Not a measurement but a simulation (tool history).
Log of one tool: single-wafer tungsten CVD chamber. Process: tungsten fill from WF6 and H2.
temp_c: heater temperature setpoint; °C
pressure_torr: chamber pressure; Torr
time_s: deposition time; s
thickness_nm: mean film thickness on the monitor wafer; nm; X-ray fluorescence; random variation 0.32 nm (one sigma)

{"run": 1, "hour": 0.0, "temp_c": 385, "pressure_torr": 36.7, "time_s": 38, "thickness_nm": 90.437}
{"run": 2, "hour": 1.8, "temp_c": 383, "pressure_torr": 36.7, "time_s": 38, "thickness_nm": 86.017}
{"run": 3, "hour": 8.9, "temp_c": 382, "pressure_torr": 36.7, "time_s": 38, "thickness_nm": 84.459}
{"run": 4, "hour": 11.1, "temp_c": 393, "pressure_torr": 36.7, "time_s": 38, "thickness_nm": 107.37}
{"run": 5, "hour": 17.4, "temp_c": 393, "pressure_torr": 36.7, "time_s": 39.2, "thickness_nm": 111.75}
{"run": 6, "hour": 24.6, "temp_c": 385, "pressure_torr": 36.7, "time_s": 39.2, "thickness_nm": 93.574}
{"run": 7, "hour": 32.6, "temp_c": 383, "pressure_torr": 36.7, "time_s": 39.2, "thickness_nm": 89.836}

The next listed run, before its measurement:
{"run": 8, "hour": 37.8, "temp_c": 381, "pressure_torr": 36.7, "time_s": 39.2, "thickness_nm": "?"}

thickness_nm: 85.403 nm
